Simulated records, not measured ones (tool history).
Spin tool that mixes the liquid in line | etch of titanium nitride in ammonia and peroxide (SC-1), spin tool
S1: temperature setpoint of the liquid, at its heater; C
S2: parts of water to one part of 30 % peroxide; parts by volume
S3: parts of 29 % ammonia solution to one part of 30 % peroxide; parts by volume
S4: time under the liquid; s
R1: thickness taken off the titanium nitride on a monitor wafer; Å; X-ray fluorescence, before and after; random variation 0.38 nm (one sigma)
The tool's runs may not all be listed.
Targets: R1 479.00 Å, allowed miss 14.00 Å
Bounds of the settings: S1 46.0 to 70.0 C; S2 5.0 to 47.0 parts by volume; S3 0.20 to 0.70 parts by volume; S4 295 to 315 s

run  hour    S1    S2    S3   S4      R1
  1   0.0  62.0  26.0  0.40  295  314.64
  2   6.5  63.0  26.0  0.40  295  337.79
  3   8.7  63.5  26.0  0.40  295  340.55
  4  12.1  63.5  26.0  0.40  315  369.96
  5  20.2  63.5  26.0  0.40  295  349.73
  6  24.4  64.0  26.0  0.40  295  358.05
  7  26.8  64.5  26.0  0.40  295  370.16
  8  29.5  65.0  26.0  0.40  295  378.09
  9  35.9  65.5  26.0  0.40  295  398.69
 10  36.6  66.0  26.0  0.40  295  406.99
 11  39.8  66.5  26.0  0.40  295  420.28
 12  46.8  67.0  26.0  0.40  295  435.33
 13  55.6  68.0  26.0  0.40  295  463.41

Which of these 5 next moves meets every target?
  A  64.4  66.5  26.0  0.45  295   ?
  B  64.4  67.0  25.0  0.40  315   ?
  C  64.4  66.5  25.0  0.45  295   ?
  D  64.4  65.5  24.5  0.40  310   ?
  E  64.4  67.5  28.0  0.35  305   ?

move      R1
   A  430.15
   B  473.94
   C  439.84
   D  429.15
   E  432.66
A: further off than the last run
B: meets every target
C: further off than the last run
D: further off than the last run
E: further off than the last run
Move B is the one to make.
